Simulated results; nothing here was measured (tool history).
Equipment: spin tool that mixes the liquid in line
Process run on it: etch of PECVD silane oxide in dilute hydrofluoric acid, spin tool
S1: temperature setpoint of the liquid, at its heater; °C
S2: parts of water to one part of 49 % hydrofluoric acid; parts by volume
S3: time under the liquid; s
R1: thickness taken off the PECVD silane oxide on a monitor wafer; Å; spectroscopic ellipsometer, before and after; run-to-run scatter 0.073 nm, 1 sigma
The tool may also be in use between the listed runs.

| run | hour | S1 | S2 | S3 | R1 |
|---|---|---|---|---|---|
| 1 | 0 | 23 | 65 | 45 | 185.26 |
| 2 | 6.7 | 25 | 65 | 45 | 202.98 |
| 3 | 9.8 | 22.5 | 65 | 45 | 182.93 |
| 4 | 17.4 | 22.5 | 65 | 45 | 182.88 |
| 5 | 20.8 | 22.5 | 50 | 45 | 243.39 |
| 6 | 24.1 | 22.5 | 50 | 50 | 270.49 |

What does the tool deliver on the next run?
| 7 | 28.8 | 21 | 55 | 50 | ? |

Run 7 produced R1 229.48 Å.
